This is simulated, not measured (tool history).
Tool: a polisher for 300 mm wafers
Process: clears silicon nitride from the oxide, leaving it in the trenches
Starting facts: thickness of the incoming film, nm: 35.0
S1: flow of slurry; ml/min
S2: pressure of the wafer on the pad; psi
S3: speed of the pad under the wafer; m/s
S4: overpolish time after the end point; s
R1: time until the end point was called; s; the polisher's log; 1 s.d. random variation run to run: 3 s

run 1 hour=0 | S1=185 S2=2 S3=0.76 S4=8 | R1=79.147
run 2 hour=3.5 | S1=185 S2=2 S3=0.76 S4=8 | R1=81.884
run 3 hour=5.5 | S1=160 S2=2 S3=0.76 S4=8 | R1=79.942
run 4 hour=8.1 | S1=160 S2=2 S3=0.92 S4=8 | R1=64.761
run 5 hour=9.7 | S1=115 S2=2 S3=0.92 S4=8 | R1=71.161
run 6 hour=16.1 | S1=115 S2=1.9 S3=0.9 S4=8 | R1=74.036
run 7 hour=19.7 | S1=110 S2=1.3 S3=0.7 S4=8 | R1=140.95

Run 8 comes next. What will it give?
run 8 hour=27.4 | S1=110 S2=1.3 S3=0.7 S4=8 | R1=?

{"run 8": {"R1": 140.75}}
